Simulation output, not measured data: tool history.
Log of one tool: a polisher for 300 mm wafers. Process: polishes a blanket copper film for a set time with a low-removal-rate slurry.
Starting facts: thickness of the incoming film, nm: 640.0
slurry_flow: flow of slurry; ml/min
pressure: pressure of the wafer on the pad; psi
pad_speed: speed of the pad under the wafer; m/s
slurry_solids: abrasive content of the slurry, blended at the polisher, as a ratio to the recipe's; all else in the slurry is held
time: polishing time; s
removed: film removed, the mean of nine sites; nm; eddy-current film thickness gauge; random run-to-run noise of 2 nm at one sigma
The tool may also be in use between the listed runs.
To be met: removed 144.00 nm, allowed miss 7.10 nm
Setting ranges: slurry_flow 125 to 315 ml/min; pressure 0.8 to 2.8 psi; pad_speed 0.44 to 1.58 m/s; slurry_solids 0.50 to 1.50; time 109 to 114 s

run 1 hour=0.0 | slurry_flow=205 pressure=1.8 pad_speed=1.00 slurry_solids=1.00 time=109 | removed=175.63
run 2 hour=4.6 | slurry_flow=205 pressure=1.8 pad_speed=1.00 slurry_solids=1.00 time=114 | removed=185.02
run 3 hour=8.0 | slurry_flow=205 pressure=1.7 pad_speed=1.00 slurry_solids=1.00 time=114 | removed=173.42
run 4 hour=14.9 | slurry_flow=205 pressure=1.6 pad_speed=1.00 slurry_solids=1.00 time=114 | removed=164.48
run 5 hour=22.0 | slurry_flow=205 pressure=1.6 pad_speed=1.00 slurry_solids=0.80 time=114 | removed=158.89
run 6 hour=30.8 | slurry_flow=205 pressure=1.6 pad_speed=1.16 slurry_solids=0.80 time=114 | removed=183.92
run 7 hour=38.8 | slurry_flow=205 pressure=1.5 pad_speed=1.16 slurry_solids=0.80 time=114 | removed=173.57
run 8 hour=43.6 | slurry_flow=205 pressure=1.4 pad_speed=1.16 slurry_solids=0.80 time=114 | removed=165.54

Consider the 5 candidate settings below. Which is the only one whose results all fall within their allowed miss of target?
run A hour=48.4 | slurry_flow=205 pressure=1.3 pad_speed=1.34 slurry_solids=0.80 time=114 | removed=?
run B hour=48.4 | slurry_flow=175 pressure=1.7 pad_speed=1.06 slurry_solids=0.85 time=114 | removed=?
run C hour=48.4 | slurry_flow=215 pressure=1.3 pad_speed=1.36 slurry_solids=0.70 time=114 | removed=?
run D hour=48.4 | slurry_flow=190 pressure=1.4 pad_speed=1.48 slurry_solids=0.80 time=114 | removed=?
run E hour=48.4 | slurry_flow=200 pressure=1.4 pad_speed=1.06 slurry_solids=0.65 time=114 | removed=?

move=A removed=174.54
move=B removed=177.46
move=C removed=174.14
move=D removed=204.26
move=E removed=143.38
A: the biggest miss grows against the last run
B: the biggest miss grows against the last run
C: the biggest miss grows against the last run
D: the biggest miss grows against the last run
E: meets every target
Move E is the one to make.
